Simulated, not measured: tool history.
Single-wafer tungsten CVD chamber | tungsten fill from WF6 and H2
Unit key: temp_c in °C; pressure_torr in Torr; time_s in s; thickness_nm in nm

run	day	temp_c	pressure_torr	time_s	thickness_nm
1	0	385	50.3	21.4	55.894
2	0.254	385	50.3	20.3	53.059
3	0.533	383	50.2	20.3	50.824
4	0.888	383	57.9	20.3	55.354
5	1.212	383	57.9	21.4	58.3
6	1.238	380	57.8	21.4	53.854
7	1.358	378	57.7	21.4	52.03
8	1.658	376	57.6	21.4	49.301
9	1.908	375	57.6	21.4	48.183

Run 10 has not been measured yet. What should we expect?
10	2.221	363	57	21.4	?

thickness_nm: 36.056 nm

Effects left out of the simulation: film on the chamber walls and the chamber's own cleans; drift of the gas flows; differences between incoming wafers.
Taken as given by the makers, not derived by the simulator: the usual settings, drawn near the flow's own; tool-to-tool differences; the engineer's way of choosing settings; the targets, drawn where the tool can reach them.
